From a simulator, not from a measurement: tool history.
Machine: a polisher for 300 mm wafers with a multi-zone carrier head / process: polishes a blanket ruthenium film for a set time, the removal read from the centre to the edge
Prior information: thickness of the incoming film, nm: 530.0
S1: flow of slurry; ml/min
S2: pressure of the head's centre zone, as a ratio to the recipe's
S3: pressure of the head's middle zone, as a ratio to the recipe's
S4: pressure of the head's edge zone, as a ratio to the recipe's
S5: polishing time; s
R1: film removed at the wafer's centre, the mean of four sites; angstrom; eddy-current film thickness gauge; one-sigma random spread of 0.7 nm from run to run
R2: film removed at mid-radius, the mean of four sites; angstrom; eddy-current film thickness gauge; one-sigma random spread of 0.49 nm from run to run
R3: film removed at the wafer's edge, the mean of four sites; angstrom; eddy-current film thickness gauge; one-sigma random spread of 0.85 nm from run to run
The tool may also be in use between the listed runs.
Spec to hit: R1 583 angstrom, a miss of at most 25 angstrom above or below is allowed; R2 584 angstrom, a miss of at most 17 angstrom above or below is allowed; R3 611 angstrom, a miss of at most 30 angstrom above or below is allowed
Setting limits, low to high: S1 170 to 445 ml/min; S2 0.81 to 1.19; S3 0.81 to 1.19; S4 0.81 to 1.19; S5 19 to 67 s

{"run": 1, "hour": 0.0, "S1": 285, "S2": 1, "S3": 1, "S4": 1, "S5": 43, "R1": 450.78, "R2": 449.62, "R3": 442.54}
{"run": 2, "hour": 8.3, "S1": 285, "S2": 1, "S3": 1, "S4": 0.95, "S5": 43, "R1": 466.42, "R2": 447.64, "R3": 418.57}
{"run": 3, "hour": 12.0, "S1": 290, "S2": 1.04, "S3": 1.03, "S4": 1.01, "S5": 45, "R1": 490.24, "R2": 478, "R3": 468.35}
{"run": 4, "hour": 17.2, "S1": 290, "S2": 1.08, "S3": 1.03, "S4": 1.01, "S5": 45, "R1": 515.91, "R2": 473.57, "R3": 476.13}
{"run": 5, "hour": 25.8, "S1": 290, "S2": 1.08, "S3": 1.03, "S4": 1.01, "S5": 38, "R1": 442.88, "R2": 394.31, "R3": 396.9}
{"run": 6, "hour": 32.0, "S1": 290, "S2": 1.08, "S3": 1.03, "S4": 0.98, "S5": 38, "R1": 438.26, "R2": 399.75, "R3": 381.58}
{"run": 7, "hour": 37.3, "S1": 295, "S2": 1.09, "S3": 1.07, "S4": 1.03, "S5": 42, "R1": 480.36, "R2": 454.19, "R3": 436.21}
{"run": 8, "hour": 45.2, "S1": 305, "S2": 1.07, "S3": 1.1, "S4": 1.13, "S5": 54, "R1": 616.13, "R2": 597.52, "R3": 597.36}

Consider the 4 candidate settings below. Which is the only one whose results all fall within their allowed miss of target?
{"run": "A", "hour": 53.1, "S1": 265, "S2": 1.01, "S3": 1.04, "S4": 1.17, "S5": 55, "R1": "?", "R2": "?", "R3": "?"}
{"run": "B", "hour": 53.1, "S1": 285, "S2": 1.02, "S3": 1.1, "S4": 1.19, "S5": 56, "R1": "?", "R2": "?", "R3": "?"}
{"run": "C", "hour": 53.1, "S1": 375, "S2": 1.07, "S3": 1.1, "S4": 1.13, "S5": 54, "R1": "?", "R2": "?", "R3": "?"}
{"run": "D", "hour": 53.1, "S1": 305, "S2": 1.12, "S3": 1.03, "S4": 1.17, "S5": 53, "R1": "?", "R2": "?", "R3": "?"}

move=A R1=575.17 R2=577.95 R3=615.17
move=B R1=596.76 R2=612.5 R3=635.33
move=C R1=620.61 R2=605.28 R3=607.83
move=D R1=625.03 R2=561.64 R3=599.43
A: all results land within tolerance of their targets
B: puts the biggest miss on target and leaves a different result outside tolerance
C: moves away from the targets compared with the last run
D: moves away from the targets compared with the last run
Move A is the one to make.
